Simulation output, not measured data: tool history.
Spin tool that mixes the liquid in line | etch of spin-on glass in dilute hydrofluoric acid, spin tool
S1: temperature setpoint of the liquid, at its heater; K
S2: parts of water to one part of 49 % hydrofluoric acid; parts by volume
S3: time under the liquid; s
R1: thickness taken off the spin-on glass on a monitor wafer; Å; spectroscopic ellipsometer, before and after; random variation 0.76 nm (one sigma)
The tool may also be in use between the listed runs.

| run | hour | S1 | S2 | S3 | R1 |
|---|---|---|---|---|---|
| 1 | 0 | 297.15 | 180 | 290 | 590.76 |
| 2 | 6.8 | 298.15 | 180 | 290 | 611.4 |
| 3 | 10.1 | 298.15 | 180 | 290 | 604.23 |
| 4 | 15.5 | 299.15 | 175 | 290 | 661.6 |
| 5 | 21.8 | 299.15 | 210 | 290 | 527.97 |
| 6 | 29.3 | 299.15 | 210 | 310 | 557.69 |
| 7 | 32.5 | 300.15 | 205 | 310 | 601.57 |
| 8 | 33.6 | 300.65 | 200 | 310 | 628.19 |
| 9 | 37 | 301.15 | 195 | 310 | 647.86 |
| 10 | 41.1 | 301.65 | 190 | 310 | 689.54 |

Run 11 comes next. What will it give?
| 11 | 46.3 | 302.15 | 185 | 310 | ? |

R1: 730.65 Å
